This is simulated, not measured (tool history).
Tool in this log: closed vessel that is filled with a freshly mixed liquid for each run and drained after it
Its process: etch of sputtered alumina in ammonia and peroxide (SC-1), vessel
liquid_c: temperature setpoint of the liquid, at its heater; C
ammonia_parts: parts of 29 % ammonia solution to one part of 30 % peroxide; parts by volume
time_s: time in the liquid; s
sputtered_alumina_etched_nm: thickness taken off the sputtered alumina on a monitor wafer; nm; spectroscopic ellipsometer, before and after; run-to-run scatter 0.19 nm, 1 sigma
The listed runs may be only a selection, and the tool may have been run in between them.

| run | hour | liquid_c | ammonia_parts | time_s | sputtered_alumina_etched_nm |
|---|---|---|---|---|---|
| 1 | 0.0 | 54.0 | 0.80 | 295 | 21.079 |
| 2 | 2.7 | 54.0 | 1.05 | 295 | 21.588 |
| 3 | 11.2 | 55.0 | 1.05 | 295 | 22.693 |
| 4 | 20.4 | 56.0 | 1.05 | 295 | 23.748 |
| 5 | 25.6 | 51.5 | 1.05 | 295 | 18.591 |
| 6 | 34.8 | 51.5 | 1.05 | 295 | 18.900 |
| 7 | 37.5 | 53.5 | 1.05 | 295 | 20.612 |
| 8 | 44.2 | 55.0 | 1.05 | 295 | 22.568 |
| 9 | 50.5 | 55.0 | 1.05 | 295 | 22.783 |
| 10 | 53.6 | 56.0 | 1.05 | 295 | 23.966 |

Run 11 has not been measured yet. What should we expect?
| 11 | 62.9 | 56.5 | 1.05 | 295 | ? |

{"run 11": {"sputtered_alumina_etched_nm": 24.438}}
